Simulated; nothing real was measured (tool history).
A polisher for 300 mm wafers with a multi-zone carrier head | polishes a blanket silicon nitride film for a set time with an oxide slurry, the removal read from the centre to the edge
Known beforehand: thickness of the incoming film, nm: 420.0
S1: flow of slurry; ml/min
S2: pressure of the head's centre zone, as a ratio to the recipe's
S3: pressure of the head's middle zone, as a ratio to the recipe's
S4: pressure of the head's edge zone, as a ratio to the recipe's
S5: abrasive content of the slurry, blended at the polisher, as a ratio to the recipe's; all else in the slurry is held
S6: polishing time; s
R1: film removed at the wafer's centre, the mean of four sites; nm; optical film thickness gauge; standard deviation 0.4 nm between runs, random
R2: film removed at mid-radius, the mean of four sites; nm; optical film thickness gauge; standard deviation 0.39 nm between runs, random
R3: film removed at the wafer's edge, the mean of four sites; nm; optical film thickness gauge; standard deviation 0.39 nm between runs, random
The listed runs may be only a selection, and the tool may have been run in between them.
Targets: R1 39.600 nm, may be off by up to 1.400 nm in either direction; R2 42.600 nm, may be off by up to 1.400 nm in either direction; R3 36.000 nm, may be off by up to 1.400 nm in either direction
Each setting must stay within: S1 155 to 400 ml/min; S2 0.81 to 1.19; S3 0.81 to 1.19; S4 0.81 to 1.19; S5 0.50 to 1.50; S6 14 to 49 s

Run 1, hour 0.0: S1 255 ml/min, S2 1.00, S3 1.00, S4 1.00, S5 1.00, S6 31 s. Result: R1 25.150 nm, R2 25.638 nm, R3 25.526 nm.
Run 2, hour 6.3: S1 255 ml/min, S2 1.00, S3 1.07, S4 1.00, S5 1.00, S6 31 s. Result: R1 25.128 nm, R2 27.306 nm, R3 25.905 nm.
Run 3, hour 9.6: S1 270 ml/min, S2 1.03, S3 1.11, S4 0.99, S5 1.15, S6 32 s. Result: R1 28.677 nm, R2 30.176 nm, R3 27.749 nm.
Run 4, hour 18.6: S1 270 ml/min, S2 1.03, S3 1.11, S4 0.99, S5 1.15, S6 35 s. Result: R1 30.657 nm, R2 33.246 nm, R3 29.745 nm.
Run 5, hour 20.3: S1 270 ml/min, S2 1.00, S3 1.11, S4 0.99, S5 1.15, S6 35 s. Result: R1 29.981 nm, R2 33.261 nm, R3 30.423 nm.
Run 6, hour 24.6: S1 270 ml/min, S2 1.00, S3 1.18, S4 0.99, S5 1.15, S6 35 s. Result: R1 30.171 nm, R2 35.287 nm, R3 30.250 nm.
Run 7, hour 32.5: S1 270 ml/min, S2 1.00, S3 1.18, S4 0.99, S5 1.15, S6 35 s. Result: R1 29.930 nm, R2 35.024 nm, R3 29.946 nm.
At hour 38.2: worn pad replaced by a new one.
Run 8, hour 38.2: S1 275 ml/min, S2 1.02, S3 1.18, S4 0.99, S5 1.25, S6 36 s. Result: R1 36.235 nm, R2 40.954 nm, R3 34.416 nm.

Below are 4 possible settings for the next run. Only one of them brings all results inside the allowed miss of their targets. Which is it?
Run A, hour 43.9: S1 245 ml/min, S2 0.90, S3 1.17, S4 0.98, S5 1.10, S6 38 s. Result: R1 ?, R2 ?, R3 ?.
Run B, hour 43.9: S1 305 ml/min, S2 1.09, S3 1.19, S4 0.97, S5 1.35, S6 36 s. Result: R1 ?, R2 ?, R3 ?.
Run C, hour 43.9: S1 260 ml/min, S2 0.92, S3 1.14, S4 1.08, S5 0.90, S6 42 s. Result: R1 ?, R2 ?, R3 ?.
Run D, hour 43.9: S1 305 ml/min, S2 0.86, S3 1.19, S4 0.91, S5 1.10, S6 40 s. Result: R1 ?, R2 ?, R3 ?.

move      R1      R2      R3
   A  32.107  41.007  35.128
   B  40.007  43.029  36.066
   C  33.683  41.172  37.580
   D  32.899  44.468  36.276
A: its largest miss is bigger than the last run's
B: hits every target within its allowed miss
C: its largest miss is bigger than the last run's
D: its largest miss is bigger than the last run's
The move that meets every target is B.
